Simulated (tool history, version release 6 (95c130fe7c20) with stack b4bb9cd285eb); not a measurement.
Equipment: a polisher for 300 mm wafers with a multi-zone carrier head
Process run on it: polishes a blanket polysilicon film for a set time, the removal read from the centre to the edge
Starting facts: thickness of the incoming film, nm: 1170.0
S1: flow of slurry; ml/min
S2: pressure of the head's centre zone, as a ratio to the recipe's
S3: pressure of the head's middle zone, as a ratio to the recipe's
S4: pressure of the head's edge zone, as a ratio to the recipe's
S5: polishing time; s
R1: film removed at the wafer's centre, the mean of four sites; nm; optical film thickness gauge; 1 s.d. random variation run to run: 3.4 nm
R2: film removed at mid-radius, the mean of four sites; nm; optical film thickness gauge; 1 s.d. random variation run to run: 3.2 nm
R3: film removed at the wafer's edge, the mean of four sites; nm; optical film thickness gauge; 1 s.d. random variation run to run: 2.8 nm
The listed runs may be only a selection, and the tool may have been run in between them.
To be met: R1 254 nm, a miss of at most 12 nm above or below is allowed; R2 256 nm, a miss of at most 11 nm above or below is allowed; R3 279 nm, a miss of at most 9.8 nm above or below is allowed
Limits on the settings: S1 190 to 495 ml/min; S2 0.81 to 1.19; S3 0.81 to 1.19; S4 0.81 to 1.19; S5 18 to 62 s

run 1 hour=0 | S1=320 S2=1 S3=1 S4=1 S5=40 | R1=353.99 R2=362.74 R3=348.89
run 2 hour=4.2 | S1=315 S2=0.97 S3=0.95 S4=0.99 S5=37 | R1=310.16 R2=316.42 R3=328.93
run 3 hour=7.3 | S1=315 S2=0.9 S3=0.95 S4=0.99 S5=37 | R1=294.68 R2=310.3 R3=318.94
run 4 hour=13 | S1=315 S2=0.9 S3=0.95 S4=0.95 S5=37 | R1=293.12 R2=316.17 R3=319.16
run 5 hour=20.8 | S1=315 S2=0.9 S3=0.95 S4=1.02 S5=37 | R1=294.26 R2=312.6 R3=337.4
run 6 hour=29.8 | S1=315 S2=0.89 S3=0.91 S4=0.98 S5=36 | R1=276.91 R2=293.56 R3=314.06
run 7 hour=32.7 | S1=315 S2=0.89 S3=0.91 S4=0.98 S5=36 | R1=275.96 R2=298.85 R3=317.58
run 8 hour=39.5 | S1=315 S2=0.89 S3=0.91 S4=0.98 S5=36 | R1=282.14 R2=292.79 R3=319.81
-- hour=42.4 worn pad replaced by a new one
run 9 hour=42.4 | S1=315 S2=0.89 S3=0.89 S4=0.94 S5=35 | R1=296.08 R2=303.85 R3=318.67

4 next moves are on the table. One of them brings every result within its allowed miss. Which?
run A hour=45.3 | S1=305 S2=1.1 S3=0.82 S4=0.89 S5=28 | R1=? R2=? R3=?
run B hour=45.3 | S1=325 S2=0.85 S3=0.82 S4=0.85 S5=32 | R1=? R2=? R3=?
run C hour=45.3 | S1=255 S2=1.02 S3=0.86 S4=0.81 S5=31 | R1=? R2=? R3=?
run D hour=45.3 | S1=310 S2=0.86 S3=0.81 S4=1.07 S5=29 | R1=? R2=? R3=?

move=A R1=284.14 R2=224.18 R3=246.25
move=B R1=252.19 R2=258.2 R3=276.99
move=C R1=284.98 R2=252.91 R3=257.19
move=D R1=230.05 R2=230.49 R3=278.88
A: pushes the last run's worst result past its target
B: in spec on every target
C: meets the target for the result that was furthest off, but another lies outside its allowed miss
D: pushes the last run's worst result past its target
The move that meets every target is B.
